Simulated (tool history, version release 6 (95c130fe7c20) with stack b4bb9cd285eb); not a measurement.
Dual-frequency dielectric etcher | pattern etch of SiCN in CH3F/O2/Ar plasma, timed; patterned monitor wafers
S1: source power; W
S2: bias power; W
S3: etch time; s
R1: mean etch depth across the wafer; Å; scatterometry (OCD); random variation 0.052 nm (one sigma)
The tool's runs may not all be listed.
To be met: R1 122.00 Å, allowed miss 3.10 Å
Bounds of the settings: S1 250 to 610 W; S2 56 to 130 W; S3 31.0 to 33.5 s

run 1 day=0.000 | S1=430 S2=93 S3=33.5 | R1=142.74
run 2 day=0.283 | S1=400 S2=91 S3=33.5 | R1=136.94
run 3 day=0.308 | S1=380 S2=90 S3=33.5 | R1=133.83
run 4 day=0.521 | S1=380 S2=81 S3=33.5 | R1=129.65
run 5 day=0.679 | S1=310 S2=81 S3=33.5 | R1=117.10
run 6 day=1.050 | S1=260 S2=81 S3=33.5 | R1=105.69
run 7 day=1.108 | S1=280 S2=82 S3=33.5 | R1=110.83
run 8 day=1.304 | S1=290 S2=82 S3=33.5 | R1=113.08
run 9 day=1.658 | S1=300 S2=82 S3=33.5 | R1=114.66
run 10 day=2.000 | S1=310 S2=82 S3=33.5 | R1=117.31
run 11 day=2.171 | S1=310 S2=82 S3=33.5 | R1=117.03

4 next moves are on the table. One of them brings every result within its allowed miss. Which?
run A day=2.342 | S1=310 S2=94 S3=33.5 | R1=?
run B day=2.342 | S1=280 S2=83 S3=33.0 | R1=?
run C day=2.342 | S1=290 S2=91 S3=32.5 | R1=?
run D day=2.342 | S1=290 S2=74 S3=33.5 | R1=?

move=A R1=123.55
move=B R1=110.74
move=C R1=114.51
move=D R1=110.50
A: meets every target
B: further off than the last run
C: further off than the last run
D: further off than the last run
The right move is A.
